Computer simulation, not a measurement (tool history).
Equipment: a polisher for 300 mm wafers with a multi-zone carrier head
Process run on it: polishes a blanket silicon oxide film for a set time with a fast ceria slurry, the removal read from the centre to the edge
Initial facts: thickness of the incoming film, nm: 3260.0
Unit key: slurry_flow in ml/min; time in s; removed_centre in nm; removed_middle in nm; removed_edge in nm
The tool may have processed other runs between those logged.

| run | hour | slurry_flow | centre_zone | middle_zone | edge_zone | time | removed_centre | removed_middle | removed_edge |
|---|---|---|---|---|---|---|---|---|---|
| 1 | 0 | 280 | 1 | 1 | 1 | 79 | 1318.1 | 1339.5 | 1244.4 |
| 2 | 6.4 | 280 | 1 | 1 | 0.96 | 79 | 1315.1 | 1348.1 | 1220.6 |
| 3 | 7.2 | 235 | 1 | 1 | 0.96 | 79 | 1304.3 | 1366 | 1192.5 |
| 4 | 13.5 | 235 | 0.99 | 1.02 | 0.98 | 82 | 1324.2 | 1388.7 | 1237.2 |
| 5 | 19.8 | 245 | 0.97 | 1.04 | 0.98 | 85 | 1333.3 | 1489.5 | 1313.3 |
| 6 | 28.1 | 250 | 0.97 | 1.06 | 0.99 | 87 | 1415.5 | 1581.4 | 1334.3 |
| 7 | 32.5 | 260 | 0.96 | 1.07 | 1.01 | 88 | 1376.7 | 1557.6 | 1387 |

What will run 8 give?
| 8 | 33.4 | 265 | 0.96 | 1.08 | 1.01 | 90 | ? | ? | ? |

removed_centre: 1430.2 nm
removed_middle: 1645.5 nm
removed_edge: 1420.7 nm
